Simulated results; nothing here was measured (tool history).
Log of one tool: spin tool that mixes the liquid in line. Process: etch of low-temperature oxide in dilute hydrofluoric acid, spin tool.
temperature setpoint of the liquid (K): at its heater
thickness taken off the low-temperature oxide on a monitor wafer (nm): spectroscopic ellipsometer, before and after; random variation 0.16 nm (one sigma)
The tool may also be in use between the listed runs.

run	day	temperature setpoint of the liquid (K)	parts of water to one part of 49 % hydrofluoric acid (parts by volume)	time under the liquid (s)	thickness taken off the low-temperature oxide on a monitor wafer (nm)
1	0.000	293.15	250	280	11.857
2	0.021	293.15	250	280	11.833
3	0.196	293.15	250	280	11.796
4	0.525	294.65	240	280	13.289
5	0.658	295.65	230	280	14.478
6	0.883	296.65	225	280	15.671
7	0.967	297.65	220	280	16.503
8	1.342	298.15	215	280	17.000
9	1.521	298.65	210	280	18.183
10	1.875	299.15	210	280	18.475
11	1.904	299.65	205	280	19.190

Run 12 comes next. What will it give?
12	2.108	301.15	190	280	?

{"run 12": {"thickness taken off the low-temperature oxide on a monitor wafer (nm)": 22.257}}
